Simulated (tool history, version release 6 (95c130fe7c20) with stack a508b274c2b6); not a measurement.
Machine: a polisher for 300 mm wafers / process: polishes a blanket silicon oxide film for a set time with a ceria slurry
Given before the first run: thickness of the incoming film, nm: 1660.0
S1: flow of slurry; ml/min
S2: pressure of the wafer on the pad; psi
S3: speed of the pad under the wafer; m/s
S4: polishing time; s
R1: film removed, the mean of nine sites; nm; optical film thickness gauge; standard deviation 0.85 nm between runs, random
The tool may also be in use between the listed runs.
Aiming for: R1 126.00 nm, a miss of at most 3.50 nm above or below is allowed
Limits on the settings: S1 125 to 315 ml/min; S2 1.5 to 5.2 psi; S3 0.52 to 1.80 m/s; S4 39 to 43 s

run 1 hour=0.0 | S1=205 S2=3.3 S3=1.16 S4=43 | R1=249.55
run 2 hour=7.8 | S1=225 S2=3.3 S3=1.16 S4=43 | R1=253.75
run 3 hour=11.5 | S1=220 S2=3.1 S3=1.14 S4=43 | R1=232.22
run 4 hour=12.4 | S1=260 S2=3.1 S3=1.14 S4=43 | R1=236.79
run 5 hour=16.2 | S1=260 S2=3.1 S3=0.98 S4=43 | R1=204.44
run 6 hour=22.8 | S1=260 S2=2.9 S3=0.98 S4=43 | R1=191.75
run 7 hour=31.4 | S1=260 S2=2.8 S3=0.98 S4=43 | R1=185.19
run 8 hour=38.7 | S1=260 S2=2.7 S3=0.98 S4=43 | R1=176.60
run 9 hour=47.6 | S1=260 S2=2.6 S3=0.98 S4=43 | R1=172.33
run 10 hour=50.0 | S1=260 S2=2.5 S3=0.98 S4=43 | R1=167.05
run 11 hour=56.7 | S1=260 S2=2.4 S3=0.98 S4=43 | R1=160.25
run 12 hour=59.8 | S1=260 S2=2.3 S3=0.98 S4=43 | R1=152.66
run 13 hour=60.9 | S1=255 S2=2.2 S3=0.98 S4=43 | R1=148.02
run 14 hour=61.7 | S1=240 S2=2.0 S3=0.98 S4=43 | R1=134.50
run 15 hour=65.0 | S1=235 S2=2.0 S3=0.98 S4=43 | R1=133.34
run 16 hour=71.5 | S1=230 S2=2.0 S3=0.98 S4=43 | R1=133.31
run 17 hour=72.3 | S1=225 S2=2.0 S3=0.98 S4=43 | R1=132.44
run 18 hour=74.9 | S1=220 S2=2.0 S3=0.98 S4=43 | R1=133.17

Which of these 5 next moves meets every target?
run A hour=77.5 | S1=190 S2=2.4 S3=0.96 S4=39 | R1=?
run B hour=77.5 | S1=220 S2=2.1 S3=0.96 S4=43 | R1=?
run C hour=77.5 | S1=280 S2=2.0 S3=1.06 S4=42 | R1=?
run D hour=77.5 | S1=225 S2=1.9 S3=0.98 S4=43 | R1=?
run E hour=77.5 | S1=235 S2=1.8 S3=1.22 S4=39 | R1=?

move=A R1=139.49
move=B R1=137.15
move=C R1=143.57
move=D R1=127.44
move=E R1=136.27
A: its largest miss is bigger than the last run's
B: its largest miss is bigger than the last run's
C: its largest miss is bigger than the last run's
D: each result inside its tolerance
E: its largest miss is bigger than the last run's
The right move is D.
